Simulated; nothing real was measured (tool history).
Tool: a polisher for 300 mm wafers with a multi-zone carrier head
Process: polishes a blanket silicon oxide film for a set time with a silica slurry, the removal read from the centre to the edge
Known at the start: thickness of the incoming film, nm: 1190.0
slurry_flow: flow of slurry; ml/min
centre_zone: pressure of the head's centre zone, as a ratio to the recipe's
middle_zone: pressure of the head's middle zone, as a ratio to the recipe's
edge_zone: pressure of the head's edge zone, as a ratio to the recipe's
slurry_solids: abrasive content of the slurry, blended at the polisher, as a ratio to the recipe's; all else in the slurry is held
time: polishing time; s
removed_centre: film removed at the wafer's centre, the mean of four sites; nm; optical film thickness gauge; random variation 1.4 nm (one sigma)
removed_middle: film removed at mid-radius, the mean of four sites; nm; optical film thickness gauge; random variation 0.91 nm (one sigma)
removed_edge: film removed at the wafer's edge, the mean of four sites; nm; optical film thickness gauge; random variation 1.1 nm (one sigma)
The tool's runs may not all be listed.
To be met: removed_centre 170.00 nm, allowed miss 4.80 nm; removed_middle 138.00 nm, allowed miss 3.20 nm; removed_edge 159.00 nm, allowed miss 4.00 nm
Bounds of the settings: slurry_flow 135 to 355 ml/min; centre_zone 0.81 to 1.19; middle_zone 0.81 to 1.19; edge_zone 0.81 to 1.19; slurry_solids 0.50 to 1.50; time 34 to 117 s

{"run": 1, "day": 0.0, "slurry_flow": 225, "centre_zone": 1.0, "middle_zone": 1.0, "edge_zone": 1.0, "slurry_solids": 1.0, "time": 75, "removed_centre": 201.56, "removed_middle": 200.05, "removed_edge": 198.54}
{"run": 2, "day": 0.121, "slurry_flow": 225, "centre_zone": 1.0, "middle_zone": 1.0, "edge_zone": 1.07, "slurry_solids": 1.0, "time": 75, "removed_centre": 203.72, "removed_middle": 199.5, "removed_edge": 204.62}
{"run": 3, "day": 0.296, "slurry_flow": 220, "centre_zone": 1.01, "middle_zone": 0.98, "edge_zone": 1.06, "slurry_solids": 0.95, "time": 75, "removed_centre": 199.18, "removed_middle": 190.18, "removed_edge": 198.14}
{"run": 4, "day": 0.496, "slurry_flow": 215, "centre_zone": 1.01, "middle_zone": 0.96, "edge_zone": 1.05, "slurry_solids": 0.9, "time": 75, "removed_centre": 186.83, "removed_middle": 176.88, "removed_edge": 188.46}
{"run": 5, "day": 0.812, "slurry_flow": 210, "centre_zone": 1.02, "middle_zone": 0.94, "edge_zone": 1.03, "slurry_solids": 0.9, "time": 75, "removed_centre": 187.2, "removed_middle": 172.43, "removed_edge": 185.71}
{"run": 6, "day": 0.962, "slurry_flow": 205, "centre_zone": 1.03, "middle_zone": 0.93, "edge_zone": 1.01, "slurry_solids": 0.9, "time": 75, "removed_centre": 190.2, "removed_middle": 172.24, "removed_edge": 186.4}
{"run": 7, "day": 0.996, "slurry_flow": 190, "centre_zone": 1.06, "middle_zone": 0.83, "edge_zone": 0.91, "slurry_solids": 0.65, "time": 74, "removed_centre": 139.39, "removed_middle": 110.81, "removed_edge": 124.83}
{"run": 8, "day": 1.104, "slurry_flow": 200, "centre_zone": 1.06, "middle_zone": 0.84, "edge_zone": 0.93, "slurry_solids": 0.65, "time": 74, "removed_centre": 139.96, "removed_middle": 113.61, "removed_edge": 127.86}
{"run": 9, "day": 1.238, "slurry_flow": 200, "centre_zone": 1.07, "middle_zone": 0.85, "edge_zone": 0.96, "slurry_solids": 0.65, "time": 74, "removed_centre": 141.19, "removed_middle": 113.16, "removed_edge": 127.49}
{"run": 10, "day": 1.362, "slurry_flow": 200, "centre_zone": 1.07, "middle_zone": 0.86, "edge_zone": 0.98, "slurry_solids": 0.65, "time": 74, "removed_centre": 140.85, "removed_middle": 114.73, "removed_edge": 128.17}

Which of these 5 next moves meets every target?
{"run": "A", "day": 1.488, "slurry_flow": 205, "centre_zone": 1.15, "middle_zone": 0.81, "edge_zone": 0.95, "slurry_solids": 0.7, "time": 80, "removed_centre": "?", "removed_middle": "?", "removed_edge": "?"}
{"run": "B", "day": 1.488, "slurry_flow": 215, "centre_zone": 1.05, "middle_zone": 0.84, "edge_zone": 0.99, "slurry_solids": 0.7, "time": 82, "removed_centre": "?", "removed_middle": "?", "removed_edge": "?"}
{"run": "C", "day": 1.488, "slurry_flow": 270, "centre_zone": 1.16, "middle_zone": 0.83, "edge_zone": 0.95, "slurry_solids": 0.75, "time": 72, "removed_centre": "?", "removed_middle": "?", "removed_edge": "?"}
{"run": "D", "day": 1.488, "slurry_flow": 195, "centre_zone": 1.19, "middle_zone": 0.81, "edge_zone": 0.96, "slurry_solids": 0.7, "time": 80, "removed_centre": "?", "removed_middle": "?", "removed_edge": "?"}
{"run": "E", "day": 1.488, "slurry_flow": 140, "centre_zone": 1.16, "middle_zone": 0.89, "edge_zone": 1.01, "slurry_solids": 0.9, "time": 63, "removed_centre": "?", "removed_middle": "?", "removed_edge": "?"}

move=A removed_centre=177.15 removed_middle=129.30 removed_edge=151.64
move=B removed_centre=166.78 removed_middle=137.11 removed_edge=158.39
move=C removed_centre=179.36 removed_middle=131.73 removed_edge=150.47
move=D removed_centre=182.08 removed_middle=128.47 removed_edge=151.51
move=E removed_centre=168.42 removed_middle=131.78 removed_edge=149.01
A: nearer than the last run, and not there yet
B: meets every target
C: nearer than the last run, and not there yet
D: nearer than the last run, and not there yet
E: nearer than the last run, and not there yet
Move B is the one to make.

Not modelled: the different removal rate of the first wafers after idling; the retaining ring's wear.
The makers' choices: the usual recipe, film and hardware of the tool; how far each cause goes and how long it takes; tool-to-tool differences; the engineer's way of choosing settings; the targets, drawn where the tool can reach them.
